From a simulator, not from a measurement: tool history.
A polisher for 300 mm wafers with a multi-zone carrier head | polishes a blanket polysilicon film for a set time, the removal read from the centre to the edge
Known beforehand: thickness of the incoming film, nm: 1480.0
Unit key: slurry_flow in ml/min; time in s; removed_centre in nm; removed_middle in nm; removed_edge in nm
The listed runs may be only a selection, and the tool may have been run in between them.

Run 1, day 0: slurry_flow 145 ml/min, centre_zone 1, middle_zone 1, edge_zone 1, time 49 s. Result: removed_centre 360.45 nm, removed_middle 357.24 nm, removed_edge 372.01 nm.
Run 2, day 0.083: slurry_flow 145 ml/min, centre_zone 1, middle_zone 1, edge_zone 1.04, time 49 s. Result: removed_centre 369.28 nm, removed_middle 349.17 nm, removed_edge 371.93 nm.
Run 3, day 0.408: slurry_flow 150 ml/min, centre_zone 0.99, middle_zone 0.99, edge_zone 1.05, time 51 s. Result: removed_centre 380.04 nm, removed_middle 368.24 nm, removed_edge 401.38 nm.
Run 4, day 0.746: slurry_flow 160 ml/min, centre_zone 1, middle_zone 0.99, edge_zone 1.06, time 51 s. Result: removed_centre 384.55 nm, removed_middle 374.46 nm, removed_edge 399.35 nm.
Run 5, day 0.971: slurry_flow 160 ml/min, centre_zone 1, middle_zone 0.99, edge_zone 1.1, time 51 s. Result: removed_centre 386.77 nm, removed_middle 373.77 nm, removed_edge 401.79 nm.
Run 6, day 1.333: slurry_flow 160 ml/min, centre_zone 1, middle_zone 0.99, edge_zone 1.18, time 51 s. Result: removed_centre 385.95 nm, removed_middle 372.75 nm, removed_edge 415.45 nm.
Run 7, day 1.646: slurry_flow 160 ml/min, centre_zone 1, middle_zone 0.99, edge_zone 1.18, time 51 s. Result: removed_centre 388.14 nm, removed_middle 380.16 nm, removed_edge 418.04 nm.
Run 8, day 1.921: slurry_flow 165 ml/min, centre_zone 1.01, middle_zone 0.98, edge_zone 1.18, time 52 s. Result: removed_centre 410.68 nm, removed_middle 384.28 nm, removed_edge 428.67 nm.
Run 9, day 2.029: slurry_flow 165 ml/min, centre_zone 1.01, middle_zone 0.98, edge_zone 1.18, time 52 s. Result: removed_centre 401.37 nm, removed_middle 382.73 nm, removed_edge 430.08 nm.

Predict the results of run 10:
Run 10, day 2.088: slurry_flow 170 ml/min, centre_zone 1.02, middle_zone 0.98, edge_zone 1.18, time 52 s. Result: removed_centre ?, removed_middle ?, removed_edge ?.

Run 10 gave removed_centre 406.26 nm, removed_middle 386.13 nm, removed_edge 435.96 nm.
